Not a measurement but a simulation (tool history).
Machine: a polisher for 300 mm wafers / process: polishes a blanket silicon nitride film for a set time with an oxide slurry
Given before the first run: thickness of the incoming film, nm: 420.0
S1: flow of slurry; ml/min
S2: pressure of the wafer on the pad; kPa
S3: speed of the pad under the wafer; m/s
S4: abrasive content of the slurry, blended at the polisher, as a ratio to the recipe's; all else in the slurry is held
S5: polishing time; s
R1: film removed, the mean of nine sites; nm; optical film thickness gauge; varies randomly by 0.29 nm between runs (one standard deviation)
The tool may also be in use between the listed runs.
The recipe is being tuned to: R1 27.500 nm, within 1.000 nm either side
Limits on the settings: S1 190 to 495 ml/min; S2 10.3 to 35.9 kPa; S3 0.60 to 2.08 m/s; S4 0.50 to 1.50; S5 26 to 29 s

| run | day | S1 | S2 | S3 | S4 | S5 | R1 |
|---|---|---|---|---|---|---|---|
| 1 | 0.000 | 320 | 22.8 | 1.34 | 1.00 | 29 | 17.385 |
| 2 | 0.254 | 320 | 22.8 | 1.34 | 1.20 | 29 | 18.741 |
| 3 | 0.288 | 320 | 26.9 | 1.34 | 1.20 | 29 | 22.217 |
| 4 | 0.454 | 320 | 26.9 | 1.34 | 1.20 | 26 | 19.969 |
| 5 | 0.588 | 320 | 30.3 | 1.34 | 1.20 | 26 | 22.524 |
| 6 | 0.958 | 320 | 31.7 | 1.34 | 1.20 | 26 | 23.043 |
| 7 | 1.325 | 320 | 32.4 | 1.36 | 1.20 | 26 | 24.304 |
| 8 | 1.433 | 320 | 33.1 | 1.36 | 1.20 | 26 | 24.541 |

Which single option among these 5 for the next run brings every result within its allowed miss of target? Just one does.
| A | 1.542 | 305 | 35.2 | 1.36 | 1.25 | 29 | ? |
| B | 1.542 | 330 | 30.3 | 1.14 | 1.25 | 26 | ? |
| C | 1.542 | 350 | 29.6 | 1.48 | 1.30 | 27 | ? |
| D | 1.542 | 310 | 32.4 | 1.40 | 1.25 | 29 | ? |
| E | 1.542 | 375 | 35.9 | 1.38 | 1.15 | 29 | ? |

| move | R1 |
|---|---|
| A | 29.891 |
| B | 20.872 |
| C | 25.592 |
| D | 28.163 |
| E | 30.270 |
A: the result that was furthest off in the last run now lies on the other side of its target
B: misses by more than the last run did
C: gains on the last run, yet a result remains outside its allowed miss
D: hits every target within its allowed miss
E: the result that was furthest off in the last run now lies on the other side of its target
The right move is D.
